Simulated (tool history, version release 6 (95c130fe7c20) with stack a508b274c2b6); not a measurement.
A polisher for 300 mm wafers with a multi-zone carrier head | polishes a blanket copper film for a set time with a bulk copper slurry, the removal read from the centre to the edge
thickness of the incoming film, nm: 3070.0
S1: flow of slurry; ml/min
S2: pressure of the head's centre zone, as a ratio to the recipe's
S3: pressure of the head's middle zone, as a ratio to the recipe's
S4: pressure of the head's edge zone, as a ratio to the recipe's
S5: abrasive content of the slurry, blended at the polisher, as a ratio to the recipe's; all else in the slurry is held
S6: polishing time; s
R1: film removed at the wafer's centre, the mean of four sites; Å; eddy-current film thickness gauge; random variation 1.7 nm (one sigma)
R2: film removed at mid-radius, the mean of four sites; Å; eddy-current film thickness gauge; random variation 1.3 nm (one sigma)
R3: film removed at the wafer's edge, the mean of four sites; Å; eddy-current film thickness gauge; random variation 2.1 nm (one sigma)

run	hour	S1	S2	S3	S4	S5	S6	R1	R2	R3
1	0	215	1	1	1	1	35	2567.2	2666.7	2689.8
2	5.1	215	0.99	1	0.99	0.95	34	2540.5	2600.3	2562.9
3	13.3	210	0.97	1	1	0.95	32	2309.4	2406.4	2381.3
4	17.5	210	0.97	1	1	0.95	27	1908.8	2070.6	2015.2
5	18.3	205	0.96	0.99	1	0.9	26	1831.9	1939.9	1929.6
6	24.9	205	0.95	0.99	1	0.85	25	1696.1	1849.8	1849.1

Forecast run 7:
7	30	205	0.94	0.99	0.99	0.8	25	?	?	?

Run 7 gave R1 1663.3 Å, R2 1777.2 Å, R3 1750.6 Å.
